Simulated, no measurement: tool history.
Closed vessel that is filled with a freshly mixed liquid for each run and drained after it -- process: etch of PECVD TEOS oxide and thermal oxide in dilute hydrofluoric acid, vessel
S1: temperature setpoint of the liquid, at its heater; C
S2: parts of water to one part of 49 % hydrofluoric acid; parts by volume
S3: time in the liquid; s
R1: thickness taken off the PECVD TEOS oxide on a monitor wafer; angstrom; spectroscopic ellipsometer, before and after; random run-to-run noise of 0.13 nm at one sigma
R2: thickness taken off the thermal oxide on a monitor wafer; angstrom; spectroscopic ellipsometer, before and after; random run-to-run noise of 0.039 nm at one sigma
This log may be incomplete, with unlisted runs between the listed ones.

Run 1, hour 0: S1 21 C, S2 95 parts by volume, S3 215 s. Result: R1 347.84 angstrom, R2 82.256 angstrom.
Run 2, hour 3.5: S1 21 C, S2 80 parts by volume, S3 215 s. Result: R1 423.91 angstrom, R2 100.58 angstrom.
Run 3, hour 12.1: S1 21 C, S2 80 parts by volume, S3 255 s. Result: R1 495.79 angstrom, R2 118.82 angstrom.
Run 4, hour 19.9: S1 20.5 C, S2 85 parts by volume, S3 255 s. Result: R1 463.06 angstrom, R2 106.65 angstrom.
Run 5, hour 23.2: S1 20.5 C, S2 85 parts by volume, S3 210 s. Result: R1 381.09 angstrom, R2 89.768 angstrom.
Run 6, hour 31.1: S1 20.5 C, S2 70 parts by volume, S3 210 s. Result: R1 474.99 angstrom, R2 110.32 angstrom.
Run 7, hour 40.3: S1 20 C, S2 75 parts by volume, S3 210 s. Result: R1 427.49 angstrom, R2 99.691 angstrom.
Run 8, hour 44.8: S1 20 C, S2 80 parts by volume, S3 210 s. Result: R1 398.27 angstrom, R2 93.988 angstrom.
Run 9, hour 48.1: S1 19.5 C, S2 85 parts by volume, S3 210 s. Result: R1 364.01 angstrom, R2 84.851 angstrom.
Run 10, hour 54.3: S1 19.5 C, S2 85 parts by volume, S3 210 s. Result: R1 368.52 angstrom, R2 84.531 angstrom.
Run 11, hour 57.1: S1 17 C, S2 125 parts by volume, S3 210 s. Result: R1 214.23 angstrom, R2 50.237 angstrom.
Run 12, hour 60.2: S1 17 C, S2 130 parts by volume, S3 210 s. Result: R1 205.09 angstrom, R2 47.898 angstrom.

Forecast run 13:
Run 13, hour 67.4: S1 17 C, S2 135 parts by volume, S3 210 s. Result: R1 ?, R2 ?.

R1: 196.94 angstrom
R2: 45.6 angstrom

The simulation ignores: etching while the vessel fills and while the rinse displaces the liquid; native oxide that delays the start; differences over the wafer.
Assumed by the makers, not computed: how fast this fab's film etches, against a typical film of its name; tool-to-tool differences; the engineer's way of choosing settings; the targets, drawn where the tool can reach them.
